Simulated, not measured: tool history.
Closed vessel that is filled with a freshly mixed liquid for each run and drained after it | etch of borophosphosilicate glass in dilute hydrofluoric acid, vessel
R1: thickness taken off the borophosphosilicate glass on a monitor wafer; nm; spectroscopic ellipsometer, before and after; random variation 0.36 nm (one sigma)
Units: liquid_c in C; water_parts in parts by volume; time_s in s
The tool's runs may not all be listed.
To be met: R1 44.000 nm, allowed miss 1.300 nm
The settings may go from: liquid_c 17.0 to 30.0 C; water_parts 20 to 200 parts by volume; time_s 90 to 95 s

Run 1, hour 0.0: liquid_c 22.0 C, water_parts 110 parts by volume, time_s 90 s. Result: R1 26.270 nm.
Run 2, hour 5.3: liquid_c 24.5 C, water_parts 105 parts by volume, time_s 90 s. Result: R1 30.432 nm.
Run 3, hour 6.9: liquid_c 26.0 C, water_parts 100 parts by volume, time_s 90 s. Result: R1 34.568 nm.
Run 4, hour 10.2: liquid_c 27.0 C, water_parts 95 parts by volume, time_s 90 s. Result: R1 37.778 nm.
Run 5, hour 13.4: liquid_c 27.0 C, water_parts 95 parts by volume, time_s 95 s. Result: R1 40.270 nm.
Run 6, hour 21.8: liquid_c 27.0 C, water_parts 75 parts by volume, time_s 95 s. Result: R1 52.566 nm.
Run 7, hour 25.8: liquid_c 25.5 C, water_parts 75 parts by volume, time_s 95 s. Result: R1 48.724 nm.
Run 8, hour 32.8: liquid_c 24.5 C, water_parts 75 parts by volume, time_s 95 s. Result: R1 47.503 nm.

Which of these 5 next moves meets every target?
Run A, hour 39.8: liquid_c 24.0 C, water_parts 80 parts by volume, time_s 90 s. Result: R1 ?.
Run B, hour 39.8: liquid_c 23.0 C, water_parts 80 parts by volume, time_s 95 s. Result: R1 ?.
Run C, hour 39.8: liquid_c 26.5 C, water_parts 85 parts by volume, time_s 95 s. Result: R1 ?.
Run D, hour 39.8: liquid_c 26.0 C, water_parts 75 parts by volume, time_s 90 s. Result: R1 ?.
Run E, hour 39.8: liquid_c 25.5 C, water_parts 75 parts by volume, time_s 95 s. Result: R1 ?.

move      R1
   A  40.537
   B  41.096
   C  44.186
   D  47.142
   E  48.782
A: takes the result that was furthest off past its target
B: takes the result that was furthest off past its target
C: meets every target
D: nearer than the last run, and not there yet
E: further off than the last run
The right move is C.
